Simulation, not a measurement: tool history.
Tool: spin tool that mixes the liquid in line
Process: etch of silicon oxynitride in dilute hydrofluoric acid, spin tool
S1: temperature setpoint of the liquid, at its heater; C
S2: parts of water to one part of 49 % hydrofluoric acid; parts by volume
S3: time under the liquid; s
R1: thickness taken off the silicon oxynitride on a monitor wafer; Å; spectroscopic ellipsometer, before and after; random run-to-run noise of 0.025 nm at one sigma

run,hour,S1,S2,S3,R1
1,0.0,26.0,180,275,43.822
2,3.8,23.5,180,275,37.727
3,12.9,23.5,125,275,58.063
4,19.6,23.5,125,295,61.098
5,23.7,23.0,135,295,56.203
6,28.9,21.0,135,295,49.855

Expected results for the next run?
7,34.7,18.0,205,295,?

R1: 27.419 Å

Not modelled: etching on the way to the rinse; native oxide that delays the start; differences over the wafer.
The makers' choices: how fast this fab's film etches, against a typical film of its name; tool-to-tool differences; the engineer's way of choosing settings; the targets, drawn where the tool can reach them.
